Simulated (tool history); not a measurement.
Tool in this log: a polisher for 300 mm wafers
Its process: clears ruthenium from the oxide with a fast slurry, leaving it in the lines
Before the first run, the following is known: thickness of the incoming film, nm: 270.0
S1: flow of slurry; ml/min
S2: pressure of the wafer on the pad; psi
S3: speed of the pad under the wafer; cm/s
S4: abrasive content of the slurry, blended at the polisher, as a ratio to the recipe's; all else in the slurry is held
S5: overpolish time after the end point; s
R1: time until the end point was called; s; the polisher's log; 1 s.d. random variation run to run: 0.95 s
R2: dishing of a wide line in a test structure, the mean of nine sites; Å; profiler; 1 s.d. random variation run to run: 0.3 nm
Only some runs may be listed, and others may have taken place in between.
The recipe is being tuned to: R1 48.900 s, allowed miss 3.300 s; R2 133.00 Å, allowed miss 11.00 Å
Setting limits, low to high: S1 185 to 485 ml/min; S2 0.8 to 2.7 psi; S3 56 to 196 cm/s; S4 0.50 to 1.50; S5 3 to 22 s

run	day	S1	S2	S3	S4	S5	R1	R2
1	0.000	310	1.7	126	1.00	11	71.168	289.68
2	0.096	310	1.4	126	1.00	11	86.398	265.06
3	0.121	310	1.4	126	0.90	11	88.827	236.64
4	0.271	310	1.8	122	0.80	9	80.385	227.20
5	0.521	310	1.6	122	0.80	9	88.923	216.08
6	0.742	275	1.9	124	0.70	7	79.976	186.12
7	0.942	250	2.1	128	0.65	6	71.106	173.12
8	1.229	230	2.3	132	0.60	5	66.569	158.07
9	1.271	215	2.4	138	0.55	4	65.254	135.50
10	1.346	210	2.5	146	0.55	4	59.233	148.00
11	1.529	205	2.6	152	0.55	4	52.852	158.50
12	1.567	185	2.7	150	0.50	3	57.637	115.95
13	1.846	185	2.7	156	0.50	3	56.476	116.31
14	1.971	195	2.7	160	0.50	3	54.031	121.36

Exercise: of the 5 proposed moves below, exactly one satisfies all targets within the stated allowed misses. Which move is it?
A	2.096	190	2.6	148	0.50	3	?	?
B	2.096	210	2.7	140	0.50	5	?	?
C	2.096	225	2.7	142	0.55	3	?	?
D	2.096	265	2.3	174	0.50	4	?	?
E	2.096	185	2.7	182	0.50	3	?	?

move	R1	R2
A	61.621	114.02
B	61.789	179.41
C	57.577	121.32
D	56.246	160.30
E	48.837	140.77
A: further off than the last run
B: further off than the last run
C: further off than the last run
D: further off than the last run
E: all results in spec
So the answer is move E, the one that meets all the targets.
